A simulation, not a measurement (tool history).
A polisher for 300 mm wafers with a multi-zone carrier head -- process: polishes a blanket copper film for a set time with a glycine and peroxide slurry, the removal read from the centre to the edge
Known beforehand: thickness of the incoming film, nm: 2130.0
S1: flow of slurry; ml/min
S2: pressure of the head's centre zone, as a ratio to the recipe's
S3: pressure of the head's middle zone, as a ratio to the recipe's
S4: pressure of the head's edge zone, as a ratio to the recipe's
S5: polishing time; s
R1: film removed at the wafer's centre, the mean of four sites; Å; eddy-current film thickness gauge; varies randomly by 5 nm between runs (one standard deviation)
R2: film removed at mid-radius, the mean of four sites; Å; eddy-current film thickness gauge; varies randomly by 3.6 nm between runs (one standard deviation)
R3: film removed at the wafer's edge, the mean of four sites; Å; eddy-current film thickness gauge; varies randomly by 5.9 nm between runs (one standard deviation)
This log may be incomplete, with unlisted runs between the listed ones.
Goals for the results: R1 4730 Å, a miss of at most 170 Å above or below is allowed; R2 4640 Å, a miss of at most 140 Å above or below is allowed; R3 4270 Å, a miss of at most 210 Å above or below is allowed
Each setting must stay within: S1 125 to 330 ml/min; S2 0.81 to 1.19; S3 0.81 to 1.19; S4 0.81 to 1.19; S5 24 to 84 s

| run | hour | S1 | S2 | S3 | S4 | S5 | R1 | R2 | R3 |
|---|---|---|---|---|---|---|---|---|---|
| 1 | 0 | 210 | 1 | 1 | 1 | 54 | 3126.7 | 3185.4 | 3149.7 |
| 2 | 2.3 | 175 | 1 | 1 | 1 | 54 | 3015.6 | 3092.9 | 3033.2 |
| 3 | 7.2 | 175 | 0.96 | 1 | 1 | 54 | 2880.1 | 3063.1 | 3032.8 |
| 4 | 15.3 | 175 | 0.96 | 1 | 1 | 63 | 3348.5 | 3621.5 | 3530 |
| 5 | 22.3 | 175 | 0.96 | 1 | 0.95 | 63 | 3409.1 | 3610.1 | 3444.2 |
| 6 | 26.1 | 185 | 0.98 | 1.01 | 0.96 | 63 | 3493.3 | 3655.8 | 3483.1 |
| 7 | 31.4 | 195 | 1 | 1.02 | 0.97 | 63 | 3603.3 | 3750.2 | 3527.1 |
| 8 | 37.7 | 205 | 1.01 | 1.03 | 0.98 | 63 | 3654.4 | 3778.5 | 3590.5 |
| 9 | 39.7 | 260 | 1.11 | 1.13 | 1.07 | 69 | 4590.6 | 4602.4 | 4096 |

4 candidate next runs follow, results not yet known. Just one meets every target within its allowed miss. Identify it.
| A | 41.7 | 270 | 1.02 | 1.08 | 1.14 | 69 | ? | ? | ? |
| B | 41.7 | 245 | 1.06 | 1.08 | 0.94 | 70 | ? | ? | ? |
| C | 41.7 | 315 | 1.17 | 1.04 | 0.98 | 71 | ? | ? | ? |
| D | 41.7 | 265 | 1.09 | 1.07 | 1.02 | 72 | ? | ? | ? |

| move | R1 | R2 | R3 |
|---|---|---|---|
| A | 4246 | 4466.6 | 4242.5 |
| B | 4422.4 | 4481.3 | 3921.4 |
| C | 5102.3 | 4517.8 | 4132.8 |
| D | 4725.8 | 4613.4 | 4205.5 |
A: the worst result of the last run now meets its target, but another is out of spec
B: misses by more than the last run did
C: the worst result of the last run now meets its target, but another is out of spec
D: every result lands within tolerance
The move that meets every target is D.

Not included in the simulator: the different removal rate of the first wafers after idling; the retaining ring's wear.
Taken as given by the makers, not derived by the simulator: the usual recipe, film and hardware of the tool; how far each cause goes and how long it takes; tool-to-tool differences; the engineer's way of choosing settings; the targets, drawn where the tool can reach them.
